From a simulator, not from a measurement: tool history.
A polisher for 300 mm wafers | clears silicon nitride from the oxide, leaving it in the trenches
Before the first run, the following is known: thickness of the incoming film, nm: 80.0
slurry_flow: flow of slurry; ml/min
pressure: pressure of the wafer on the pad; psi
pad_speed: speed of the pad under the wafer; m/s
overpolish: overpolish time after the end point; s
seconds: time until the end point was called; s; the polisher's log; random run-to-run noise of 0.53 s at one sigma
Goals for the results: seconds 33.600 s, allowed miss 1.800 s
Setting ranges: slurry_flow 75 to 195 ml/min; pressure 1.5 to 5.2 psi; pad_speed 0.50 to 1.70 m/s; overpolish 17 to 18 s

run,hour,slurry_flow,pressure,pad_speed,overpolish,seconds
1,0.0,125,3.3,1.10,17,60.981
2,2.5,125,3.7,1.12,17,54.180
3,11.2,125,3.7,0.92,17,63.035
4,17.1,95,3.7,0.92,17,68.612
5,22.9,95,3.7,0.82,17,79.683
6,24.9,110,4.1,0.86,17,65.625
7,28.4,120,4.4,0.94,17,55.929
8,32.9,130,4.6,1.00,17,50.239
9,41.8,135,4.7,1.06,17,45.839
10,42.5,140,4.8,1.10,17,43.021
11,50.9,145,4.9,1.14,17,41.343

5 candidate next runs follow, results not yet known. Just one meets every target within its allowed miss. Identify it.
A,59.3,180,5.0,1.34,17,?
B,59.3,145,4.7,1.62,17,?
C,59.3,145,5.2,1.54,17,?
D,59.3,105,5.2,1.28,17,?
E,59.3,145,4.4,0.94,18,?

move,seconds
A,33.500
B,30.379
C,29.332
D,37.713
E,54.475
A: each result inside its tolerance
B: pushes the last run's worst result past its target
C: pushes the last run's worst result past its target
D: better than the last run, though not everything is in spec
E: moves away from the targets compared with the last run
Move A is the one to make.

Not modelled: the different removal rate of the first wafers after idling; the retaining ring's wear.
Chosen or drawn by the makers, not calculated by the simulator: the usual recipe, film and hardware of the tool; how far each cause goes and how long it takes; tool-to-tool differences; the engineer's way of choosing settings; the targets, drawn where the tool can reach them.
